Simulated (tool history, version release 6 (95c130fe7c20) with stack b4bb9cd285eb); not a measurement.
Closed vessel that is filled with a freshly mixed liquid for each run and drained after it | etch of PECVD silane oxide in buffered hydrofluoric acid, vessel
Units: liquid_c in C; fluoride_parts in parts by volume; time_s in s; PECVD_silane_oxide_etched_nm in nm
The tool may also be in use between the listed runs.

run 1 hour=0.0 | liquid_c=20.0 fluoride_parts=11.0 time_s=105 | PECVD_silane_oxide_etched_nm=283.54
run 2 hour=2.6 | liquid_c=17.0 fluoride_parts=11.0 time_s=105 | PECVD_silane_oxide_etched_nm=240.72
run 3 hour=9.5 | liquid_c=17.0 fluoride_parts=11.0 time_s=105 | PECVD_silane_oxide_etched_nm=236.80
run 4 hour=12.2 | liquid_c=17.0 fluoride_parts=13.5 time_s=105 | PECVD_silane_oxide_etched_nm=196.27
run 5 hour=17.0 | liquid_c=17.0 fluoride_parts=13.5 time_s=105 | PECVD_silane_oxide_etched_nm=196.78
run 6 hour=22.7 | liquid_c=17.0 fluoride_parts=10.5 time_s=105 | PECVD_silane_oxide_etched_nm=251.35
run 7 hour=25.7 | liquid_c=18.5 fluoride_parts=10.5 time_s=105 | PECVD_silane_oxide_etched_nm=275.82
run 8 hour=29.8 | liquid_c=22.5 fluoride_parts=9.5 time_s=105 | PECVD_silane_oxide_etched_nm=368.37

The next listed run, before its measurement:
run 9 hour=32.6 | liquid_c=23.5 fluoride_parts=9.5 time_s=105 | PECVD_silane_oxide_etched_nm=?

PECVD_silane_oxide_etched_nm: 390.69 nm

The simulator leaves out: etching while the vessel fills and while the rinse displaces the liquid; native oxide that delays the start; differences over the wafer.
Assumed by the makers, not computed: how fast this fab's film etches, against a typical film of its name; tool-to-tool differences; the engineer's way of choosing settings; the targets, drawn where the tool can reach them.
